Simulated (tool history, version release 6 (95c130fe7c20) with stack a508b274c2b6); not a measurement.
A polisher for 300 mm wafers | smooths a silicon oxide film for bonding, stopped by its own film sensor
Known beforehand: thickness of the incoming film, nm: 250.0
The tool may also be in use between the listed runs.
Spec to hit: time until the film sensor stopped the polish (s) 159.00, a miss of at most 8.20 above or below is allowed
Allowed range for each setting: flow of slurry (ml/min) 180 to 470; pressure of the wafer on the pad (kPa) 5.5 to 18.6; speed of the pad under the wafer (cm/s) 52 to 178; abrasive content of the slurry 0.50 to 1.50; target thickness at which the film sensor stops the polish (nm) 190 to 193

run    day  flow of slurry (ml/min)  pressure of the wafer on the pad (kPa)  speed of the pad under the wafer (cm/s)  abrasive content of the slurry  target thickness at which the film sensor stops the polish (nm)  time until the film sensor stopped the polish (s)
  1  0.000                      300                                    11.7                                      114                            1.00                                                              193                                             100.39
  2  0.212                      275                                    11.7                                      114                            1.00                                                              193                                             100.52
  3  0.425                      245                                    11.7                                      114                            1.00                                                              193                                             101.50
  4  0.621                      190                                    11.7                                      114                            1.00                                                              193                                             104.77
  5  0.762                      190                                    11.0                                      114                            1.00                                                              193                                             111.18
  6  0.888                      190                                    10.3                                      114                            1.00                                                              193                                             118.74
  7  1.079                      190                                     9.7                                      114                            1.00                                                              193                                             124.50
  8  1.375                      190                                     6.2                                      110                            1.00                                                              193                                             188.22
  9  1.500                      190                                     6.9                                      110                            1.00                                                              193                                             171.40

Consider the 5 candidate settings below. Which is the only one whose results all fall within their allowed miss of target?
  A  1.625                      180                                     6.9                                      150                            0.55                                                              192                                                  ?
  B  1.625                      180                                     7.6                                      100                            1.00                                                              190                                                  ?
  C  1.625                      180                                     6.9                                      108                            1.10                                                              190                                                  ?
  D  1.625                      210                                     7.6                                      114                            1.00                                                              191                                                  ?
  E  1.625                      230                                     6.9                                       94                            1.05                                                              191                                                  ?

move  time until the film sensor stopped the polish (s)
   A                                             179.95
   B                                             179.70
   C                                             176.27
   D                                             155.81
   E                                             191.15
A: further off than the last run
B: further off than the last run
C: further off than the last run
D: all results land within tolerance of their targets
E: further off than the last run
Go with D: it meets all targets.
